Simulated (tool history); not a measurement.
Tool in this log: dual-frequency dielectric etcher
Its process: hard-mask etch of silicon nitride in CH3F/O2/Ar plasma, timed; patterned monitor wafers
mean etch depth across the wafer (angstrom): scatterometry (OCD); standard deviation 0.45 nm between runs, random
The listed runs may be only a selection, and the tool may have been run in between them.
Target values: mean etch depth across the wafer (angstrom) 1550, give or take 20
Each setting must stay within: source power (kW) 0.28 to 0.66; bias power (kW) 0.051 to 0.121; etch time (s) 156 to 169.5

run,hour,source power (kW),bias power (kW),etch time (s),mean etch depth across the wafer (angstrom)
1,0,0.47,0.086,169.5,1448.1
2,8.3,0.48,0.086,169.5,1461.2
3,10.8,0.49,0.086,169.5,1467.1
4,18,0.49,0.086,156,1357.8
5,19.2,0.49,0.086,169.5,1474.6
6,25.6,0.5,0.086,169.5,1480.1
7,26.7,0.51,0.086,169.5,1498
8,29.3,0.52,0.086,169.5,1499.7
9,34.5,0.53,0.086,169.5,1512.4

Below are 4 possible settings for the next run. Only one of them brings all results inside the allowed miss of their targets. Which is it?
A,39.7,0.48,0.088,169.5,?
B,39.7,0.59,0.088,165.5,?
C,39.7,0.54,0.088,163.5,?
D,39.7,0.5,0.089,163.5,?

move,mean etch depth across the wafer (angstrom)
A,1471.5
B,1548.4
C,1481.2
D,1446.3
A: misses by more than the last run did
B: hits every target within its allowed miss
C: misses by more than the last run did
D: misses by more than the last run did
The right move is B.

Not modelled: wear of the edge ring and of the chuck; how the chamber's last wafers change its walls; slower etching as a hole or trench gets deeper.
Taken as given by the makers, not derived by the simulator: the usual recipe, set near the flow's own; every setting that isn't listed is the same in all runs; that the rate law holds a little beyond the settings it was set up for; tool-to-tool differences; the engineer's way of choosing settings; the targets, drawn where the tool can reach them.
